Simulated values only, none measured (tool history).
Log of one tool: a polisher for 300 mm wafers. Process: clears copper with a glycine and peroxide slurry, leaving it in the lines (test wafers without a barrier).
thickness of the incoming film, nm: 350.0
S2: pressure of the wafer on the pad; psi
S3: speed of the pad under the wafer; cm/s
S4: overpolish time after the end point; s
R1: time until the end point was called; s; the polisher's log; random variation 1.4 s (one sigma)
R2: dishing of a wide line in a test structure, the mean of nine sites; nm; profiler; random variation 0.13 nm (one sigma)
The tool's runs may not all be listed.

Run 1, hour 0.0: flow of slurry (ml/min) 290, S2 2.0 psi, S3 96 cm/s, S4 11 s. Result: R1 103.660 s, R2 26.070 nm.
Run 2, hour 6.0: flow of slurry (ml/min) 285, S2 1.9 psi, S3 98 cm/s, S4 10 s. Result: R1 104.420 s, R2 22.670 nm.
Run 3, hour 12.0: flow of slurry (ml/min) 230, S2 1.9 psi, S3 98 cm/s, S4 10 s. Result: R1 109.500 s, R2 22.261 nm.
Run 4, hour 13.2: flow of slurry (ml/min) 260, S2 1.8 psi, S3 98 cm/s, S4 9 s. Result: R1 107.750 s, R2 19.666 nm.
Run 5, hour 16.7: flow of slurry (ml/min) 260, S2 2.1 psi, S3 98 cm/s, S4 9 s. Result: R1 99.053 s, R2 22.042 nm.
At hour 22.1: slurry nozzle cleaned.
Run 6, hour 22.1: flow of slurry (ml/min) 260, S2 2.1 psi, S3 98 cm/s, S4 6 s. Result: R1 91.829 s, R2 16.017 nm.
Run 7, hour 24.7: flow of slurry (ml/min) 285, S2 1.9 psi, S3 96 cm/s, S4 6 s. Result: R1 100.680 s, R2 15.123 nm.
Run 8, hour 25.3: flow of slurry (ml/min) 285, S2 1.8 psi, S3 96 cm/s, S4 6 s. Result: R1 101.350 s, R2 14.115 nm.
Run 9, hour 33.5: flow of slurry (ml/min) 305, S2 1.7 psi, S3 94 cm/s, S4 6 s. Result: R1 108.030 s, R2 13.977 nm.
Run 10, hour 39.3: flow of slurry (ml/min) 290, S2 1.6 psi, S3 96 cm/s, S4 6 s. Result: R1 108.650 s, R2 13.932 nm.
Run 11, hour 42.1: flow of slurry (ml/min) 310, S2 1.5 psi, S3 94 cm/s, S4 6 s. Result: R1 113.310 s, R2 13.377 nm.
Run 12, hour 43.4: flow of slurry (ml/min) 320, S2 1.4 psi, S3 92 cm/s, S4 6 s. Result: R1 121.630 s, R2 12.719 nm.
Run 13, hour 48.8: flow of slurry (ml/min) 300, S2 1.3 psi, S3 94 cm/s, S4 6 s. Result: R1 122.480 s, R2 11.720 nm.

Forecast run 14:
Run 14, hour 52.7: flow of slurry (ml/min) 285, S2 1.2 psi, S3 96 cm/s, S4 6 s. Result: R1 ?, R2 ?.

{"run 14": {"R1": 124.28, "R2": 11.633}}

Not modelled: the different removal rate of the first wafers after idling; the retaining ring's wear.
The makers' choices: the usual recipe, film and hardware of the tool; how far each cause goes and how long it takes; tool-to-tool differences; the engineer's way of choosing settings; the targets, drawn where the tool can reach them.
